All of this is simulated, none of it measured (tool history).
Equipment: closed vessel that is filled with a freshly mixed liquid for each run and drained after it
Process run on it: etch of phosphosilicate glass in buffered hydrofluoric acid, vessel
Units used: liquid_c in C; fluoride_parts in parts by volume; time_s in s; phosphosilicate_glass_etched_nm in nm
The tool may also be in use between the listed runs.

run,hour,liquid_c,fluoride_parts,time_s,phosphosilicate_glass_etched_nm
1,0.0,23.0,12.5,95,501.77
2,2.8,24.5,12.0,95,564.44
3,4.4,22.5,12.0,95,507.75
4,11.3,22.5,10.0,95,599.18
5,13.9,22.5,11.5,95,524.72
6,18.6,24.0,11.5,95,567.39
7,24.7,25.5,11.0,95,650.66

Run 8, settings as shown, results not yet in. Your forecast:
8,25.4,29.5,11.0,95,?

phosphosilicate_glass_etched_nm: 802.70 nm

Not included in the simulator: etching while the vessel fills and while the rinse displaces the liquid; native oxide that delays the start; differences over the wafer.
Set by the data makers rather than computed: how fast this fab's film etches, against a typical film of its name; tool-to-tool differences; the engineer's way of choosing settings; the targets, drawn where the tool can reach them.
